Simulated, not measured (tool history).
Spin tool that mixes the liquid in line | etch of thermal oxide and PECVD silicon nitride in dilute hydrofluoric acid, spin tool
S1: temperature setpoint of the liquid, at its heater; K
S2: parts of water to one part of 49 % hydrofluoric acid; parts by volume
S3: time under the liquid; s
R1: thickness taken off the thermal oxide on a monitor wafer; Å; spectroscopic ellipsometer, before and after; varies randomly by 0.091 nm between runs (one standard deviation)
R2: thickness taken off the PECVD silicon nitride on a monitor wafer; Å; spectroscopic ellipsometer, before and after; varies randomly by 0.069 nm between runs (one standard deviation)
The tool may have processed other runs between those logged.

run 1 hour=0.0 | S1=297.15 S2=165 S3=180 | R1=44.210 R2=29.898
run 2 hour=3.8 | S1=297.15 S2=195 S3=180 | R1=36.476 R2=24.879
run 3 hour=8.4 | S1=297.15 S2=245 S3=180 | R1=27.395 R2=19.948
run 4 hour=10.1 | S1=297.15 S2=180 S3=190 | R1=42.455 R2=29.429
run 5 hour=13.2 | S1=296.65 S2=135 S3=200 | R1=61.788 R2=38.793
run 6 hour=17.5 | S1=298.65 S2=135 S3=200 | R1=66.465 R2=44.104
run 7 hour=22.1 | S1=298.65 S2=105 S3=195 | R1=86.842 R2=56.345
run 8 hour=23.3 | S1=298.15 S2=90 S3=190 | R1=98.416 R2=61.859
run 9 hour=24.6 | S1=296.65 S2=50 S3=180 | R1=163.880 R2=93.428
run 10 hour=25.3 | S1=296.65 S2=60 S3=180 | R1=135.340 R2=78.583
run 11 hour=26.2 | S1=296.65 S2=65 S3=180 | R1=125.280 R2=71.535
run 12 hour=31.3 | S1=297.15 S2=65 S3=180 | R1=127.500 R2=74.219
run 13 hour=38.8 | S1=297.15 S2=70 S3=180 | R1=117.180 R2=71.196
run 14 hour=40.4 | S1=296.65 S2=70 S3=180 | R1=113.830 R2=67.958

What will run 15 give?
run 15 hour=47.1 | S1=296.65 S2=65 S3=180 | R1=? R2=?

{"run 15": {"R1": 125.52, "R2": 71.815}}

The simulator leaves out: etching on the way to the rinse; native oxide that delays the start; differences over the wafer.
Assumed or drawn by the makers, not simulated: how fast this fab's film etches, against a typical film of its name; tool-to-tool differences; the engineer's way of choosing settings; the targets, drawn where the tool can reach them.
